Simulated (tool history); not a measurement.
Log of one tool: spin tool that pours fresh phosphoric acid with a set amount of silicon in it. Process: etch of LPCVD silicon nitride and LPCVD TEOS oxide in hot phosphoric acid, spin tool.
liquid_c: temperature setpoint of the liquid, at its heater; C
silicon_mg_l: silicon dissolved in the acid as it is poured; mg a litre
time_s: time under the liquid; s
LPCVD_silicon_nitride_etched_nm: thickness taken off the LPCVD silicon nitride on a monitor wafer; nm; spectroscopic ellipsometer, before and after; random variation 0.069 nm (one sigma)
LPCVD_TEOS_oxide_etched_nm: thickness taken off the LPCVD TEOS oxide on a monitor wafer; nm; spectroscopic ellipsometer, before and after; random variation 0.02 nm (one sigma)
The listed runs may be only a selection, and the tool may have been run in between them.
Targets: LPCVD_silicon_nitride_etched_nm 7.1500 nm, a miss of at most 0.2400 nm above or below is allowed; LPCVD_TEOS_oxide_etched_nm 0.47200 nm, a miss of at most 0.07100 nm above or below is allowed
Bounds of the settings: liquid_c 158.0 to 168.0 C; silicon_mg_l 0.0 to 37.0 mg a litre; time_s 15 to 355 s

run,hour,liquid_c,silicon_mg_l,time_s,LPCVD_silicon_nitride_etched_nm,LPCVD_TEOS_oxide_etched_nm
1,0.0,163.0,16.0,180,15.6700,0.95667
2,7.6,163.0,16.0,110,9.5127,0.54421
3,14.7,163.0,16.0,145,12.6810,0.78632
4,18.1,162.5,15.0,140,11.9020,0.70837
# hour 20.3: dissolved silicon flow meter replaced
5,20.3,162.5,14.5,130,11.2150,0.65741
6,26.2,162.5,14.0,120,10.3440,0.64446
7,34.9,162.5,13.5,115,9.8853,0.66269
8,43.1,162.5,13.5,115,9.8761,0.62284
9,51.2,162.5,13.0,110,9.2915,0.56261
10,52.8,162.5,12.0,110,9.3451,0.63437
11,59.9,162.5,11.5,105,9.0290,0.56931

Which of these 4 next moves meets every target?
A,67.0,164.5,17.0,85,?,?
B,67.0,160.5,7.5,90,?,?
C,67.0,160.0,22.0,90,?,?
D,67.0,158.0,14.5,110,?,?

move,LPCVD_silicon_nitride_etched_nm,LPCVD_TEOS_oxide_etched_nm
A,7.8554,0.49066
B,7.2831,0.48447
C,7.1619,0.32435
D,8.1823,0.41922
A: gains on the last run, yet a result remains outside its allowed miss
B: hits every target within its allowed miss
C: puts the biggest miss on target and leaves a different result outside tolerance
D: gains on the last run, yet a result remains outside its allowed miss
B meets every target.
